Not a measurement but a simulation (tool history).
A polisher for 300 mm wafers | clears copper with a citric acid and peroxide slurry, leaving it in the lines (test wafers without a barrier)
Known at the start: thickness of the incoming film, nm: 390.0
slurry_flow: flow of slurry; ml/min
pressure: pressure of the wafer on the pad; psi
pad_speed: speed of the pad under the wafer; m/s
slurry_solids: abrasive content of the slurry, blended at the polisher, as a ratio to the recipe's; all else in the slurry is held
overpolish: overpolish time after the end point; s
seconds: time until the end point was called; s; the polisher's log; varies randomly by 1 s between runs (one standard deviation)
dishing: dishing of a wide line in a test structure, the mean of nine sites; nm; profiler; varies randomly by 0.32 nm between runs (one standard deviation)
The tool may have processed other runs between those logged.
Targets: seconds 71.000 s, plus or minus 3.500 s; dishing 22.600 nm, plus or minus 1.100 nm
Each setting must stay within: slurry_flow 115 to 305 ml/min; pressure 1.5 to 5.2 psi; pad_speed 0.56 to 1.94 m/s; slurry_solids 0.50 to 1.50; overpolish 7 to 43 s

Run 1, day 0.000: slurry_flow 195 ml/min, pressure 3.3 psi, pad_speed 1.24 m/s, slurry_solids 1.00, overpolish 22 s. Result: seconds 108.080 s, dishing 36.020 nm.
Run 2, day 0.288: slurry_flow 195 ml/min, pressure 3.3 psi, pad_speed 1.28 m/s, slurry_solids 1.00, overpolish 20 s. Result: seconds 100.910 s, dishing 34.520 nm.
Run 3, day 0.662: slurry_flow 165 ml/min, pressure 3.3 psi, pad_speed 1.28 m/s, slurry_solids 1.00, overpolish 20 s. Result: seconds 103.310 s, dishing 33.754 nm.
Run 4, day 0.817: slurry_flow 190 ml/min, pressure 3.3 psi, pad_speed 1.28 m/s, slurry_solids 1.00, overpolish 20 s. Result: seconds 99.429 s, dishing 34.586 nm.
Run 5, day 1.175: slurry_flow 180 ml/min, pressure 3.2 psi, pad_speed 1.34 m/s, slurry_solids 0.95, overpolish 19 s. Result: seconds 104.720 s, dishing 33.044 nm.
Run 6, day 1.354: slurry_flow 145 ml/min, pressure 3.2 psi, pad_speed 1.34 m/s, slurry_solids 0.95, overpolish 19 s. Result: seconds 103.890 s, dishing 33.516 nm.
Run 7, day 1.538: slurry_flow 200 ml/min, pressure 3.1 psi, pad_speed 1.70 m/s, slurry_solids 0.90, overpolish 9 s. Result: seconds 85.261 s, dishing 23.482 nm.
Run 8, day 1.721: slurry_flow 205 ml/min, pressure 3.1 psi, pad_speed 1.72 m/s, slurry_solids 0.90, overpolish 9 s. Result: seconds 83.083 s, dishing 24.373 nm.
Run 9, day 1.888: slurry_flow 150 ml/min, pressure 3.8 psi, pad_speed 1.72 m/s, slurry_solids 1.10, overpolish 7 s. Result: seconds 67.477 s, dishing 23.234 nm.

Pick the move, out of 4, that brings all results within their allowed miss; only one does.
Run A, day 2.054: slurry_flow 170 ml/min, pressure 3.6 psi, pad_speed 1.86 m/s, slurry_solids 1.25, overpolish 7 s. Result: seconds ?, dishing ?.
Run B, day 2.054: slurry_flow 130 ml/min, pressure 3.5 psi, pad_speed 1.80 m/s, slurry_solids 1.10, overpolish 7 s. Result: seconds ?, dishing ?.
Run C, day 2.054: slurry_flow 120 ml/min, pressure 4.3 psi, pad_speed 1.74 m/s, slurry_solids 0.95, overpolish 7 s. Result: seconds ?, dishing ?.
Run D, day 2.054: slurry_flow 220 ml/min, pressure 3.4 psi, pad_speed 1.94 m/s, slurry_solids 1.10, overpolish 7 s. Result: seconds ?, dishing ?.

move  seconds  dishing
   A   63.096   24.021
   B   70.302   22.231
   C   61.601   24.516
   D   64.381   23.652
A: the biggest miss grows against the last run
B: all results in spec
C: the biggest miss grows against the last run
D: the biggest miss grows against the last run
Move B is the one to make.
